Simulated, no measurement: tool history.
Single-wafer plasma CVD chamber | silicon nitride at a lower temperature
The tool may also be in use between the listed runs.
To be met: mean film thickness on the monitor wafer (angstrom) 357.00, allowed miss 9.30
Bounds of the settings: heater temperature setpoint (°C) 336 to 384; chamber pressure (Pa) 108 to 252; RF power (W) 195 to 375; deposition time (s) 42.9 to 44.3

run,day,heater temperature setpoint (°C),chamber pressure (Pa),RF power (W),deposition time (s),mean film thickness on the monitor wafer (angstrom)
1,0.000,360,180,285,42.9,428.56
2,0.250,360,167,275,42.9,411.77
3,0.279,350,167,275,42.9,409.75
4,0.546,350,156,265,42.9,386.82
5,0.871,350,156,295,42.9,419.93
6,1.038,346,156,295,42.9,426.69
7,1.146,346,145,285,42.9,400.11
8,1.388,346,137,280,42.9,392.17
9,1.425,346,132,275,42.9,379.59
10,1.738,346,111,265,42.9,344.71

Which of these 4 next moves meets every target?
A,2.050,347,133,225,42.9,?
B,2.050,347,108,255,42.9,?
C,2.050,339,111,270,43.5,?
D,2.050,344,108,255,42.9,?

move,mean film thickness on the monitor wafer (angstrom)
A,328.71
B,332.23
C,355.11
D,332.57
A: further off than the last run
B: further off than the last run
C: meets every target
D: further off than the last run
The right move is C.

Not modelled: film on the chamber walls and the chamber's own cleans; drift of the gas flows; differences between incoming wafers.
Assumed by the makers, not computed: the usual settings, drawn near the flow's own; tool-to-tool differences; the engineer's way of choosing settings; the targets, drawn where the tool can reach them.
